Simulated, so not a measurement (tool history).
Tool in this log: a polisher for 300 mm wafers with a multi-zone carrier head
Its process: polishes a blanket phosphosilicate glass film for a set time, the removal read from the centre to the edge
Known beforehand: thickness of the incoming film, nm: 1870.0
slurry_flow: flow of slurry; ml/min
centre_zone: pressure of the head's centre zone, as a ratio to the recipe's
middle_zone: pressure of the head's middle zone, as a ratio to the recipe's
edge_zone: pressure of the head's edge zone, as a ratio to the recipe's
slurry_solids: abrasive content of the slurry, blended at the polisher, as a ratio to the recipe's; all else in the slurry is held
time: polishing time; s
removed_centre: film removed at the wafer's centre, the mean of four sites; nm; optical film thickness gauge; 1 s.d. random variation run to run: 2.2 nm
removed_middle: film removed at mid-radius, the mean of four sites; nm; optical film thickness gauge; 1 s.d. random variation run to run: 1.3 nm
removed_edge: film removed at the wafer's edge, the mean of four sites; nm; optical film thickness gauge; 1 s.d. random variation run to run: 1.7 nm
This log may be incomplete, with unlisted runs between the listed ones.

Run 1, hour 0: slurry_flow 120 ml/min, centre_zone 1, middle_zone 1, edge_zone 1, slurry_solids 1, time 42 s. Result: removed_centre 285.96 nm, removed_middle 287.4 nm, removed_edge 274.27 nm.
Run 2, hour 6.1: slurry_flow 120 ml/min, centre_zone 1.04, middle_zone 1, edge_zone 1, slurry_solids 1, time 42 s. Result: removed_centre 299.85 nm, removed_middle 286.07 nm, removed_edge 276.89 nm.
Run 3, hour 14.2: slurry_flow 120 ml/min, centre_zone 1.03, middle_zone 1, edge_zone 0.96, slurry_solids 0.9, time 42 s. Result: removed_centre 279.15 nm, removed_middle 271.08 nm, removed_edge 256.72 nm.
Run 4, hour 17.2: slurry_flow 130 ml/min, centre_zone 1.03, middle_zone 1, edge_zone 0.96, slurry_solids 0.9, time 42 s. Result: removed_centre 286.72 nm, removed_middle 278.66 nm, removed_edge 261.98 nm.
Run 5, hour 23.4: slurry_flow 120 ml/min, centre_zone 1.03, middle_zone 1, edge_zone 0.93, slurry_solids 0.8, time 42 s. Result: removed_centre 269.52 nm, removed_middle 258.31 nm, removed_edge 241.39 nm.
Run 6, hour 27.2: slurry_flow 120 ml/min, centre_zone 0.94, middle_zone 1, edge_zone 0.93, slurry_solids 0.8, time 42 s. Result: removed_centre 246.94 nm, removed_middle 256.43 nm, removed_edge 244.03 nm.

For run 7, what comes out?
Run 7, hour 28: slurry_flow 115 ml/min, centre_zone 0.96, middle_zone 1.01, edge_zone 0.9, slurry_solids 0.75, time 42 s. Result: removed_centre ?, removed_middle ?, removed_edge ?.

{"run 7": {"removed_centre": 245.6, "removed_middle": 254.07, "removed_edge": 232.43}}

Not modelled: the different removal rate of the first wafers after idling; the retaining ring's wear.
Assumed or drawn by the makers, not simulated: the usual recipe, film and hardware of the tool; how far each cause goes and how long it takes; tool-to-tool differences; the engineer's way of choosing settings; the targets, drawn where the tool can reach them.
